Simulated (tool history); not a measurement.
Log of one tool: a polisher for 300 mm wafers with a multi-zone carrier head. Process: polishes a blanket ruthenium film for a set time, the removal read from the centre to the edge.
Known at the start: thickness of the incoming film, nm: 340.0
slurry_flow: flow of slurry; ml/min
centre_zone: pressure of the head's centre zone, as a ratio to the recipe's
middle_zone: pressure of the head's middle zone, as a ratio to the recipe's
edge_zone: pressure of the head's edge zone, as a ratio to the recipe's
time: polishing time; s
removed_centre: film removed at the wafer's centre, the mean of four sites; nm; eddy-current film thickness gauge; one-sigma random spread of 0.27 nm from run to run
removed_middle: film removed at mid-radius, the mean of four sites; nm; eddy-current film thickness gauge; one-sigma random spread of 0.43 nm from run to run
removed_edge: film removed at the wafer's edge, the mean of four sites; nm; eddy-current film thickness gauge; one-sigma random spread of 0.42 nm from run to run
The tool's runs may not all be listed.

run 1 hour=0 | slurry_flow=130 centre_zone=1 middle_zone=1 edge_zone=1 time=64 | removed_centre=47.855 removed_middle=49.183 removed_edge=49.911
run 2 hour=2.2 | slurry_flow=130 centre_zone=1 middle_zone=1 edge_zone=1 time=73 | removed_centre=54.775 removed_middle=56.395 removed_edge=56.117
run 3 hour=8.4 | slurry_flow=130 centre_zone=0.99 middle_zone=1 edge_zone=0.98 time=71 | removed_centre=52.649 removed_middle=53.313 removed_edge=54.128
run 4 hour=14.5 | slurry_flow=130 centre_zone=0.98 middle_zone=1.02 edge_zone=0.96 time=69 | removed_centre=50.772 removed_middle=53.793 removed_edge=52.968
run 5 hour=16.3 | slurry_flow=115 centre_zone=0.98 middle_zone=1.02 edge_zone=0.96 time=69 | removed_centre=48.708 removed_middle=52.07 removed_edge=50.849
run 6 hour=20.2 | slurry_flow=115 centre_zone=0.98 middle_zone=0.96 edge_zone=0.96 time=69 | removed_centre=49.593 removed_middle=49.617 removed_edge=49.951

Forecast run 7:
run 7 hour=22.4 | slurry_flow=110 centre_zone=0.97 middle_zone=0.96 edge_zone=0.94 time=68 | removed_centre=? removed_middle=? removed_edge=?

removed_centre: 47.519 nm
removed_middle: 48.877 nm
removed_edge: 48.342 nm
